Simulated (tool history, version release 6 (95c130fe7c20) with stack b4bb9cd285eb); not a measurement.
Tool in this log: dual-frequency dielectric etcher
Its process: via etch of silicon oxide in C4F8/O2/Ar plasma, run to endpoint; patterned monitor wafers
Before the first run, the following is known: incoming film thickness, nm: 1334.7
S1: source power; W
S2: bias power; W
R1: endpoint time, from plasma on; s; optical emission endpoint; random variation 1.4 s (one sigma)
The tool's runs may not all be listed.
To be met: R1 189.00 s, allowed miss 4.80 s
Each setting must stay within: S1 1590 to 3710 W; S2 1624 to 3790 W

run    day    S1    S2      R1
  1  0.000  2650  2707  208.94
  2  0.079  2650  2512  217.24
  3  0.358  2730  2535  213.14
  4  0.658  2490  2535  217.21
  5  0.925  2310  2535  227.35
  6  1.108  2310  2914  214.68
  7  1.450  2390  2938  210.81
  8  1.488  2450  2958  209.61

Which single option among these 4 for the next run brings every result within its allowed miss of target? Just one does.
  A  1.525  2920  2735   ?
  B  1.525  2820  3039   ?
  C  1.525  3020  3341   ?
  D  1.525  2920  2982   ?

move      R1
   A  204.27
   B  200.23
   C  190.19
   D  199.08
A: gains on the last run, yet a result remains outside its allowed miss
B: gains on the last run, yet a result remains outside its allowed miss
C: every result lands within tolerance
D: gains on the last run, yet a result remains outside its allowed miss
Correct choice: C, which meets every target

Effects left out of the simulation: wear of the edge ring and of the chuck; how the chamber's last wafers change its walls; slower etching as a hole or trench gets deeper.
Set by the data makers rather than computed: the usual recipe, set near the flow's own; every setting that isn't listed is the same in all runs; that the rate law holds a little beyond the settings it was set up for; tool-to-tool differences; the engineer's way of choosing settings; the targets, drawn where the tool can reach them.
